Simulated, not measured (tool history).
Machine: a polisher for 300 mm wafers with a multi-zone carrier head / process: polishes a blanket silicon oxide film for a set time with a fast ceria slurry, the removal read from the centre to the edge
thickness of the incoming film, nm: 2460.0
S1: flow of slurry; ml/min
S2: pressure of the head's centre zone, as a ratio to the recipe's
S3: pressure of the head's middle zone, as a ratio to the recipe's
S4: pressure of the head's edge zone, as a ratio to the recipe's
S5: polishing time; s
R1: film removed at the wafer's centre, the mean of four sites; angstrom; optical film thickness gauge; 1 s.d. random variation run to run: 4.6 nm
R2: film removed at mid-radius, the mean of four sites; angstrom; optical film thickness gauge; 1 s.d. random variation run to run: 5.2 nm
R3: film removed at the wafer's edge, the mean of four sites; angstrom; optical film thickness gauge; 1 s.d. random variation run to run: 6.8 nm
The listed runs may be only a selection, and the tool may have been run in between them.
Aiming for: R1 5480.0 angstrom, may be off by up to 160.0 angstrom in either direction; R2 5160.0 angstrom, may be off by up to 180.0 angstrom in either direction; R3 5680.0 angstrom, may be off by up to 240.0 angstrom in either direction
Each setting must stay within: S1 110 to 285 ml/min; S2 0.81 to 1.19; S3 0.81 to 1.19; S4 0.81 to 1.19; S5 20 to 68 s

Run 1, hour 0.0: S1 180 ml/min, S2 1.00, S3 1.00, S4 1.00, S5 44 s. Result: R1 4537.0 angstrom, R2 4515.6 angstrom, R3 4628.7 angstrom.
Run 2, hour 1.1: S1 180 ml/min, S2 1.00, S3 1.00, S4 1.00, S5 37 s. Result: R1 3834.0 angstrom, R2 3901.4 angstrom, R3 3891.8 angstrom.
Run 3, hour 7.4: S1 180 ml/min, S2 1.00, S3 0.95, S4 1.00, S5 37 s. Result: R1 3895.3 angstrom, R2 3711.2 angstrom, R3 3848.2 angstrom.
Run 4, hour 9.6: S1 180 ml/min, S2 1.00, S3 0.95, S4 1.03, S5 37 s. Result: R1 3849.1 angstrom, R2 3674.1 angstrom, R3 3884.7 angstrom.
Run 5, hour 10.7: S1 180 ml/min, S2 0.92, S3 0.95, S4 1.03, S5 37 s. Result: R1 3564.0 angstrom, R2 3726.9 angstrom, R3 3979.2 angstrom.
Run 6, hour 12.3: S1 180 ml/min, S2 0.92, S3 0.99, S4 1.03, S5 37 s. Result: R1 3536.8 angstrom, R2 3873.9 angstrom, R3 3917.4 angstrom.
Run 7, hour 14.0: S1 180 ml/min, S2 0.93, S3 0.99, S4 1.04, S5 38 s. Result: R1 3704.3 angstrom, R2 3915.1 angstrom, R3 4058.2 angstrom.
Run 8, hour 21.6: S1 180 ml/min, S2 0.94, S3 0.99, S4 1.05, S5 39 s. Result: R1 3851.5 angstrom, R2 4006.2 angstrom, R3 4101.0 angstrom.
Run 9, hour 28.3: S1 215 ml/min, S2 0.97, S3 0.92, S4 1.15, S5 51 s. Result: R1 5288.2 angstrom, R2 5105.4 angstrom, R3 5874.0 angstrom.
Run 10, hour 29.0: S1 215 ml/min, S2 0.97, S3 0.92, S4 1.14, S5 51 s. Result: R1 5237.7 angstrom, R2 5211.9 angstrom, R3 5767.4 angstrom.

Next run, 5 choices. One meets every target within its allowed miss, the rest don't. Which?
Run A, hour 29.7: S1 205 ml/min, S2 0.94, S3 0.94, S4 1.18, S5 50 s. Result: R1 ?, R2 ?, R3 ?.
Run B, hour 29.7: S1 235 ml/min, S2 1.00, S3 0.90, S4 1.15, S5 54 s. Result: R1 ?, R2 ?, R3 ?.
Run C, hour 29.7: S1 185 ml/min, S2 1.03, S3 0.97, S4 1.15, S5 51 s. Result: R1 ?, R2 ?, R3 ?.
Run D, hour 29.7: S1 235 ml/min, S2 0.97, S3 0.97, S4 1.13, S5 49 s. Result: R1 ?, R2 ?, R3 ?.
Run E, hour 29.7: S1 185 ml/min, S2 0.91, S3 0.97, S4 1.12, S5 51 s. Result: R1 ?, R2 ?, R3 ?.

move      R1      R2      R3
   A  5049.2  4984.9  5683.1
   B  5860.8  5289.1  6144.9
   C  5460.7  5135.6  5650.0
   D  5187.2  5110.0  5520.6
   E  4926.1  5138.5  5573.9
A: lands further from the targets than the last run did
B: takes the biggest miss from the last run beyond its target
C: meets every target
D: lands further from the targets than the last run did
E: lands further from the targets than the last run did
Go with C: it meets all targets.

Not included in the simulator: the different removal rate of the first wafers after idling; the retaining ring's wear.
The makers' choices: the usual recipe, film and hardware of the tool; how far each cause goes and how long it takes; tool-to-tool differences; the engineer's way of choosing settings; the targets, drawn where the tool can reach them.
